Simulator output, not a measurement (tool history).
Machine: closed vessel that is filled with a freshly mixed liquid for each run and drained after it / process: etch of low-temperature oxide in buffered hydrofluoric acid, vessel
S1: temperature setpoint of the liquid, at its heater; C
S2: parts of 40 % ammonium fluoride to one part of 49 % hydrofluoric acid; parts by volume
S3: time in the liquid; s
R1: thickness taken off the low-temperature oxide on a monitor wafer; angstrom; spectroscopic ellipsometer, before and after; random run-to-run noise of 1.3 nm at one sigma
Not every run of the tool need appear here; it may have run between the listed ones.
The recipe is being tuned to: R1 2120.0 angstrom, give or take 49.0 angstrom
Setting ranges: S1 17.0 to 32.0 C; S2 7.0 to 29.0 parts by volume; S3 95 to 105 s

{"run": 1, "hour": 0.0, "S1": 24.0, "S2": 18.0, "S3": 95, "R1": 1392.3}
{"run": 2, "hour": 6.6, "S1": 24.0, "S2": 20.0, "S3": 95, "R1": 1268.2}
{"run": 3, "hour": 12.0, "S1": 26.0, "S2": 19.5, "S3": 95, "R1": 1436.5}
{"run": 4, "hour": 17.8, "S1": 27.5, "S2": 19.0, "S3": 95, "R1": 1594.3}
{"run": 5, "hour": 20.2, "S1": 28.5, "S2": 18.5, "S3": 95, "R1": 1722.5}
{"run": 6, "hour": 22.0, "S1": 29.5, "S2": 18.5, "S3": 95, "R1": 1829.5}
{"run": 7, "hour": 29.7, "S1": 30.0, "S2": 18.5, "S3": 95, "R1": 1856.4}
{"hour": 32.2, "done": "hydrofluoric acid flow meter replaced"}
{"run": 8, "hour": 32.2, "S1": 30.5, "S2": 18.5, "S3": 95, "R1": 1775.9}
{"run": 9, "hour": 33.5, "S1": 32.0, "S2": 15.5, "S3": 95, "R1": 2278.1}

Which of these 5 next moves meets every target?
{"run": "A", "hour": 34.8, "S1": 30.5, "S2": 13.5, "S3": 95, "R1": "?"}
{"run": "B", "hour": 34.8, "S1": 32.0, "S2": 17.5, "S3": 100, "R1": "?"}
{"run": "C", "hour": 34.8, "S1": 31.0, "S2": 15.0, "S3": 100, "R1": "?"}
{"run": "D", "hour": 34.8, "S1": 32.0, "S2": 15.0, "S3": 100, "R1": "?"}
{"run": "E", "hour": 34.8, "S1": 28.5, "S2": 13.0, "S3": 105, "R1": "?"}

move=A R1=2412.2
move=B R1=2129.5
move=C R1=2351.0
move=D R1=2476.8
move=E R1=2489.7
A: misses by more than the last run did
B: all results land within tolerance of their targets
C: misses by more than the last run did
D: misses by more than the last run did
E: misses by more than the last run did
Move B is the one to make.
